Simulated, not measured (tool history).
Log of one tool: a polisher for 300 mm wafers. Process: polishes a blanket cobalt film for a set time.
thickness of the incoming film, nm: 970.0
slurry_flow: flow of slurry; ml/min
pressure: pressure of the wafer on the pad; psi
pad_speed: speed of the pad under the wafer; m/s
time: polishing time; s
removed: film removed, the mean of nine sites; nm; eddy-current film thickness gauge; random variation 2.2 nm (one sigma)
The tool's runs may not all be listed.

run 1 day=0 | slurry_flow=295 pressure=1.5 pad_speed=1.12 time=46 | removed=161.22
run 2 day=0.246 | slurry_flow=295 pressure=1.3 pad_speed=1.12 time=46 | removed=139.34
run 3 day=0.579 | slurry_flow=295 pressure=1.5 pad_speed=1.12 time=46 | removed=163.33
run 4 day=0.838 | slurry_flow=295 pressure=1.5 pad_speed=1.12 time=46 | removed=161.98
run 5 day=1.162 | slurry_flow=295 pressure=1.6 pad_speed=1.12 time=46 | removed=172.51
run 6 day=1.425 | slurry_flow=295 pressure=1.7 pad_speed=1.12 time=46 | removed=180.63

The next listed run, before its measurement:
run 7 day=1.554 | slurry_flow=295 pressure=1.8 pad_speed=1.12 time=46 | removed=?

removed: 191.34 nm
